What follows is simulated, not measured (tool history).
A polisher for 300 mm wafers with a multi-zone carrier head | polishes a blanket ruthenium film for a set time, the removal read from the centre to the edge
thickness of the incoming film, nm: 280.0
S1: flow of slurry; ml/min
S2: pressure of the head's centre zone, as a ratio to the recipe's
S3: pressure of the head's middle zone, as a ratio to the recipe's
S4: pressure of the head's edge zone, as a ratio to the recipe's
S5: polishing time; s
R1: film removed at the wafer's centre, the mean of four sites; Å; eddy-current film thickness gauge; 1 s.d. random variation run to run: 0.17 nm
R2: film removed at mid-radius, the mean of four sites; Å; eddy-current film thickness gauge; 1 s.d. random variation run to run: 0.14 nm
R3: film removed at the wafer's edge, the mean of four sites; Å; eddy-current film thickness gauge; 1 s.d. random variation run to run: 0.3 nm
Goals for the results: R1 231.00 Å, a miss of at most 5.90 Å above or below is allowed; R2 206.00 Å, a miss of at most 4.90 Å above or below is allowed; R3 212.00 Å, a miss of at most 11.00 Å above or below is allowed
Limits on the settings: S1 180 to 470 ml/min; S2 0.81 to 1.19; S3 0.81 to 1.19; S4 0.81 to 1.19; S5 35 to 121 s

Run 1, hour 0.0: S1 300 ml/min, S2 1.00, S3 1.00, S4 1.00, S5 78 s. Result: R1 429.06 Å, R2 434.27 Å, R3 411.71 Å.
Run 2, hour 6.1: S1 300 ml/min, S2 1.00, S3 0.96, S4 1.00, S5 78 s. Result: R1 418.93 Å, R2 415.01 Å, R3 424.33 Å.
Run 3, hour 9.3: S1 265 ml/min, S2 1.01, S3 0.93, S4 0.95, S5 66 s. Result: R1 353.78 Å, R2 337.03 Å, R3 346.99 Å.
Run 4, hour 12.4: S1 265 ml/min, S2 0.96, S3 0.93, S4 0.95, S5 66 s. Result: R1 338.90 Å, R2 332.03 Å, R3 338.84 Å.
Run 5, hour 18.4: S1 265 ml/min, S2 0.96, S3 0.86, S4 0.95, S5 66 s. Result: R1 336.93 Å, R2 317.67 Å, R3 332.34 Å.
Run 6, hour 22.1: S1 265 ml/min, S2 0.96, S3 0.81, S4 0.95, S5 66 s. Result: R1 338.95 Å, R2 297.94 Å, R3 342.22 Å.
Run 7, hour 28.0: S1 260 ml/min, S2 0.96, S3 0.82, S4 0.91, S5 58 s. Result: R1 295.15 Å, R2 262.31 Å, R3 285.05 Å.
Run 8, hour 33.8: S1 260 ml/min, S2 0.95, S3 0.82, S4 0.89, S5 54 s. Result: R1 274.57 Å, R2 246.24 Å, R3 274.15 Å.
Run 9, hour 41.3: S1 240 ml/min, S2 0.97, S3 0.84, S4 0.87, S5 50 s. Result: R1 254.73 Å, R2 232.00 Å, R3 245.16 Å.
Run 10, hour 45.0: S1 230 ml/min, S2 0.98, S3 0.84, S4 0.85, S5 49 s. Result: R1 255.21 Å, R2 228.18 Å, R3 234.74 Å.
Run 11, hour 47.2: S1 225 ml/min, S2 0.97, S3 0.83, S4 0.84, S5 48 s. Result: R1 240.26 Å, R2 216.34 Å, R3 224.44 Å.
Run 12, hour 53.3: S1 215 ml/min, S2 0.97, S3 0.83, S4 0.84, S5 48 s. Result: R1 236.55 Å, R2 220.23 Å, R3 231.79 Å.
Run 13, hour 60.9: S1 220 ml/min, S2 0.98, S3 0.83, S4 0.83, S5 47 s. Result: R1 238.64 Å, R2 214.54 Å, R3 225.67 Å.

Exercise: of the 4 proposed moves below, exactly one satisfies all targets within the stated allowed misses. Which move is it?
Run A, hour 68.5: S1 215 ml/min, S2 1.07, S3 0.94, S4 0.84, S5 43 s. Result: R1 ?, R2 ?, R3 ?.
Run B, hour 68.5: S1 265 ml/min, S2 1.03, S3 0.82, S4 0.81, S5 45 s. Result: R1 ?, R2 ?, R3 ?.
Run C, hour 68.5: S1 185 ml/min, S2 1.01, S3 0.86, S4 0.81, S5 45 s. Result: R1 ?, R2 ?, R3 ?.
Run D, hour 68.5: S1 235 ml/min, S2 1.09, S3 0.88, S4 0.90, S5 43 s. Result: R1 ?, R2 ?, R3 ?.

move      R1      R2      R3
   A  240.55  212.30  206.49
   B  249.24  203.80  217.24
   C  231.42  201.82  209.35
   D  248.24  203.33  215.09
A: an improvement on the last run, though not all results are within tolerance
B: meets the target for the result that was furthest off, but another lies outside its allowed miss
C: all results land within tolerance of their targets
D: meets the target for the result that was furthest off, but another lies outside its allowed miss
Move C is the one to make.

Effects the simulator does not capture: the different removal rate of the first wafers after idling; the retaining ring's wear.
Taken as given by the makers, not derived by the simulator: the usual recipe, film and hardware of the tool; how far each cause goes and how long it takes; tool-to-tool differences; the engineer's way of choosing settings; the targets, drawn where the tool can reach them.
